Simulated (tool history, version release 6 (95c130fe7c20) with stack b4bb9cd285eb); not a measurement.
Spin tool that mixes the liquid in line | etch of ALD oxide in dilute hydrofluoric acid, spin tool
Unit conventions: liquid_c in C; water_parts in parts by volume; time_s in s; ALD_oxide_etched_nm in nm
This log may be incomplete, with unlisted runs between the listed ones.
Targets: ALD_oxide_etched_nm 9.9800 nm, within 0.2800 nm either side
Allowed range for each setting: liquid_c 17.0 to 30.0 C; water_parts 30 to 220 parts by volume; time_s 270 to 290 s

{"run": 1, "hour": 0.0, "liquid_c": 22.0, "water_parts": 125, "time_s": 270, "ALD_oxide_etched_nm": 22.176}
{"run": 2, "hour": 5.4, "liquid_c": 22.0, "water_parts": 145, "time_s": 270, "ALD_oxide_etched_nm": 18.689}
{"run": 3, "hour": 9.6, "liquid_c": 21.0, "water_parts": 155, "time_s": 270, "ALD_oxide_etched_nm": 16.87}
{"run": 4, "hour": 14.2, "liquid_c": 20.0, "water_parts": 165, "time_s": 270, "ALD_oxide_etched_nm": 14.905}
{"run": 5, "hour": 17.3, "liquid_c": 20.0, "water_parts": 165, "time_s": 270, "ALD_oxide_etched_nm": 14.764}
{"run": 6, "hour": 21.6, "liquid_c": 19.5, "water_parts": 175, "time_s": 270, "ALD_oxide_etched_nm": 13.672}
{"run": 7, "hour": 26.2, "liquid_c": 19.0, "water_parts": 180, "time_s": 270, "ALD_oxide_etched_nm": 13.029}
{"run": 8, "hour": 34.4, "liquid_c": 18.5, "water_parts": 185, "time_s": 270, "ALD_oxide_etched_nm": 12.331}

Which one of the following 5 next-run settings gets every result inside its allowed miss? There is exactly one.
{"run": "A", "hour": 42.6, "liquid_c": 22.0, "water_parts": 220, "time_s": 270, "ALD_oxide_etched_nm": "?"}
{"run": "B", "hour": 42.6, "liquid_c": 19.0, "water_parts": 170, "time_s": 285, "ALD_oxide_etched_nm": "?"}
{"run": "C", "hour": 42.6, "liquid_c": 18.0, "water_parts": 200, "time_s": 275, "ALD_oxide_etched_nm": "?"}
{"run": "D", "hour": 42.6, "liquid_c": 23.5, "water_parts": 190, "time_s": 285, "ALD_oxide_etched_nm": "?"}
{"run": "E", "hour": 42.6, "liquid_c": 17.0, "water_parts": 215, "time_s": 275, "ALD_oxide_etched_nm": "?"}

move=A ALD_oxide_etched_nm=11.3020
move=B ALD_oxide_etched_nm=14.5080
move=C ALD_oxide_etched_nm=11.1070
move=D ALD_oxide_etched_nm=15.0750
move=E ALD_oxide_etched_nm=9.7969
A: nearer the targets than the last run, but a result is still out of spec
B: lands further from the targets than the last run did
C: nearer the targets than the last run, but a result is still out of spec
D: lands further from the targets than the last run did
E: each result inside its tolerance
Correct choice: E, which meets every target

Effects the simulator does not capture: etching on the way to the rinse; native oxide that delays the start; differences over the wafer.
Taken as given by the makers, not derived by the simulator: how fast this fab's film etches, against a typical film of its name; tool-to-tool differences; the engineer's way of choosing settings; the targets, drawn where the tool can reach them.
